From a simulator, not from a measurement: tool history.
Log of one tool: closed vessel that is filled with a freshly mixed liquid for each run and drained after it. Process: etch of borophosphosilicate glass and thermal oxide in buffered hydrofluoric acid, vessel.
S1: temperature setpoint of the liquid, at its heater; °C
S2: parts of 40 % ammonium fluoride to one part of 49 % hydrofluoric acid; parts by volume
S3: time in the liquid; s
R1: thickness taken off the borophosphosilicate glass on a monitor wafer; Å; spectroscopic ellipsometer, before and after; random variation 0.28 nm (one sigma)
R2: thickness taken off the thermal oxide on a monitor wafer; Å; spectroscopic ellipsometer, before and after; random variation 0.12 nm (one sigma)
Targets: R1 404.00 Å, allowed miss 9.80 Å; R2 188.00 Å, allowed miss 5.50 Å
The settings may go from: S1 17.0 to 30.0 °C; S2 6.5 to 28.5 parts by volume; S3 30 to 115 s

run	hour	S1	S2	S3	R1	R2
1	0.0	22.0	17.5	60	724.68	342.01
2	1.5	24.0	17.5	60	807.60	380.40
3	4.2	26.0	17.5	60	907.60	423.74
4	5.2	24.5	18.5	60	793.84	368.31
5	6.1	24.5	18.5	80	1052.30	492.57
6	7.7	26.5	18.5	80	1161.50	550.89
7	10.0	25.0	20.0	80	991.78	470.66
8	18.1	24.0	21.5	80	903.18	424.42
9	19.5	24.0	21.5	80	906.84	425.38
10	20.1	20.0	27.0	75	586.50	270.94
11	23.8	19.5	27.0	75	570.28	263.89
12	31.8	19.0	27.0	75	548.46	255.20
13	38.4	18.5	27.0	75	537.49	249.97
14	45.2	17.5	28.0	70	458.44	211.29

Which of these 4 next moves meets every target?
A	52.0	17.0	28.5	60	?	?
B	52.0	17.5	27.0	60	?	?
C	52.0	17.0	22.0	65	?	?
D	52.0	17.0	21.0	70	?	?

move	R1	R2
A	377.50	174.85
B	403.23	186.80
C	489.64	226.62
D	544.62	252.03
A: takes the result that was furthest off past its target
B: meets every target
C: further off than the last run
D: further off than the last run
The right move is B.
